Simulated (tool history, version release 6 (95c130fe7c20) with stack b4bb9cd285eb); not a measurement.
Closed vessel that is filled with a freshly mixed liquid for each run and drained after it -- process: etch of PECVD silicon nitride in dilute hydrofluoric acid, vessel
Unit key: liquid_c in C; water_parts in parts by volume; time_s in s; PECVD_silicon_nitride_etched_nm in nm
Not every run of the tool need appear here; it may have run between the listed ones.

run	hour	liquid_c	water_parts	time_s	PECVD_silicon_nitride_etched_nm
1	0	26	110	395	6.7015
2	2.8	26	125	395	5.8188
3	11.6	26	105	395	7.0801
4	15.2	27	100	395	7.8361
5	18	28	95	395	8.8352
6	18.6	30	95	395	9.9714

What does the tool deliver on the next run?
7	22.9	34	55	395	?

{"run 7": {"PECVD_silicon_nitride_etched_nm": 22.151}}
